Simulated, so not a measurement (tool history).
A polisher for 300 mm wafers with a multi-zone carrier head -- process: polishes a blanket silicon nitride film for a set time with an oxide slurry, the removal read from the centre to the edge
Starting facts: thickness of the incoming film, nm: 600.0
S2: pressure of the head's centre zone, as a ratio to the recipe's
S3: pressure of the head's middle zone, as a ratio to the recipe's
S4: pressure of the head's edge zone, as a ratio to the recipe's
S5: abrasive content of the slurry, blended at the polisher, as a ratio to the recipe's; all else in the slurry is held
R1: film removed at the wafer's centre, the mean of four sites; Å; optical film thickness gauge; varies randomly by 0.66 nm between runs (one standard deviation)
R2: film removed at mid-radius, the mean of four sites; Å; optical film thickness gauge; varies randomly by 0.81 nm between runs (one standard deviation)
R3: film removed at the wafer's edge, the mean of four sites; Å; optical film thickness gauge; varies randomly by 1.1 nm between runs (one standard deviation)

run 1 hour=0.0 | flow_of_slurry_(ml/min)=205 S2=1.00 S3=1.00 S4=1.00 S5=1.00 polishing_time_(s)=80 | R1=675.30 R2=673.03 R3=668.54
run 2 hour=3.9 | flow_of_slurry_(ml/min)=205 S2=0.97 S3=0.99 S4=1.06 S5=1.15 polishing_time_(s)=82 | R1=727.39 R2=723.64 R3=750.86
run 3 hour=12.4 | flow_of_slurry_(ml/min)=205 S2=0.93 S3=0.99 S4=1.10 S5=1.25 polishing_time_(s)=83 | R1=727.70 R2=761.30 R3=811.13
run 4 hour=19.2 | flow_of_slurry_(ml/min)=215 S2=0.92 S3=0.99 S4=1.13 S5=1.35 polishing_time_(s)=84 | R1=756.90 R2=812.68 R3=853.95
run 5 hour=20.3 | flow_of_slurry_(ml/min)=215 S2=0.92 S3=0.99 S4=1.08 S5=1.35 polishing_time_(s)=84 | R1=765.15 R2=787.51 R3=826.51
run 6 hour=23.2 | flow_of_slurry_(ml/min)=215 S2=0.92 S3=0.91 S4=1.08 S5=1.35 polishing_time_(s)=84 | R1=755.41 R2=737.27 R3=813.59
run 7 hour=24.7 | flow_of_slurry_(ml/min)=200 S2=0.92 S3=0.93 S4=1.11 S5=1.40 polishing_time_(s)=86 | R1=791.72 R2=797.20 R3=880.82
run 8 hour=27.1 | flow_of_slurry_(ml/min)=190 S2=0.92 S3=0.94 S4=1.14 S5=1.45 polishing_time_(s)=86 | R1=790.50 R2=791.39 R3=894.85
run 9 hour=33.2 | flow_of_slurry_(ml/min)=195 S2=0.91 S3=0.95 S4=1.16 S5=1.45 polishing_time_(s)=87 | R1=786.27 R2=809.52 R3=916.63
run 10 hour=38.0 | flow_of_slurry_(ml/min)=200 S2=0.91 S3=0.96 S4=1.17 S5=1.45 polishing_time_(s)=88 | R1=802.24 R2=815.01 R3=937.46

For run 11, what comes out?
run 11 hour=41.8 | flow_of_slurry_(ml/min)=205 S2=0.91 S3=0.98 S4=1.18 S5=1.45 polishing_time_(s)=88 | R1=? R2=? R3=?

Run 11 measured R1 802.65 Å, R2 843.45 Å, R3 933.16 Å.
